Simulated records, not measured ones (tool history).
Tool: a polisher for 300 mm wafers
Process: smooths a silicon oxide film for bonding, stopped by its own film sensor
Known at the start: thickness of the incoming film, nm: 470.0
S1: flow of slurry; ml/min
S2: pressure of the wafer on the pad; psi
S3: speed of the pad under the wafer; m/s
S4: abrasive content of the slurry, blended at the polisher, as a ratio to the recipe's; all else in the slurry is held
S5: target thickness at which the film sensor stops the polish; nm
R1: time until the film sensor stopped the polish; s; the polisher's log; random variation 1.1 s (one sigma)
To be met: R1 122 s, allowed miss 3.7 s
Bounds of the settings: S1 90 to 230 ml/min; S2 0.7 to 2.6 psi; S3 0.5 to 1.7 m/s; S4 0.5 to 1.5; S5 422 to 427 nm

run    day   S1   S2    S3  S4   S5      R1
  1      0  150  1.6   1.1   1  422  81.109
  2  0.342  145  1.5   1.1   1  422  84.926
  3  0.446  145  1.4   1.1   1  422  89.595
  4  0.508  145  1.8   1.1   1  422  74.741
  5  0.692  140  1.7   1.1   1  422  78.417
  6  0.908  140    2   1.1   1  422   70.04
  7  0.988  135  1.8   1.1   1  422  76.713
  8  1.196  130  1.7   1.1   1  422  79.929
  9  1.292  130  1.2  1.08   1  422  101.76
 10  1.458  125  1.2  1.08   1  422  104.57
 11  1.729  120  1.2  1.08   1  422  107.24

Which of these 4 next moves meets every target?
  A    2  120  0.9  1.06   1.2  423   ?
  B    2  125    1  0.96  1.25  424   ?
  C    2  115  1.1  0.94  0.95  425   ?
  D    2  115  1.1  1.12     1  425   ?

move      R1
   A  114.05
   B  109.95
   C  121.78
   D  102.69
A: nearer than the last run, and not there yet
B: nearer than the last run, and not there yet
C: meets every target
D: further off than the last run
The right move is C.
